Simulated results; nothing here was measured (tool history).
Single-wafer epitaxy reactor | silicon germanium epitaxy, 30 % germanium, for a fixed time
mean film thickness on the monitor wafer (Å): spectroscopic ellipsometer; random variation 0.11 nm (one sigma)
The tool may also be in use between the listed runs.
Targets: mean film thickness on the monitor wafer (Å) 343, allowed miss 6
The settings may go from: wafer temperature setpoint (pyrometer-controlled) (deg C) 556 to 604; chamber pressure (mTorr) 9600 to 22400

run	hour	wafer temperature setpoint (pyrometer-controlled) (deg C)	chamber pressure (mTorr)	mean film thickness on the monitor wafer (Å)
1	0	580	16000	381.24
2	1.4	569	16000	314.55
3	7.9	569	17800	330.73
4	8.6	569	19900	351.43
5	11.5	569	18000	333.89
6	20.5	579	18000	397.09
7	23.5	578	18000	389.51
8	26.8	577	18000	382.65
9	30.8	576	18000	377.02
10	37.2	575	18000	371.25
11	44.7	574	18000	362.92
12	48.5	573	18000	359.61
13	57.4	573	18000	357.02

Which of these 4 next moves meets every target?
A	66.3	573	19800	?
B	66.3	578	17200	?
C	66.3	572	17300	?
D	66.3	574	17500	?

move	mean film thickness on the monitor wafer (Å)
A	375.06
B	381.98
C	345.87
D	359.87
A: further off than the last run
B: further off than the last run
C: meets every target
D: further off than the last run
Move C is the one to make.

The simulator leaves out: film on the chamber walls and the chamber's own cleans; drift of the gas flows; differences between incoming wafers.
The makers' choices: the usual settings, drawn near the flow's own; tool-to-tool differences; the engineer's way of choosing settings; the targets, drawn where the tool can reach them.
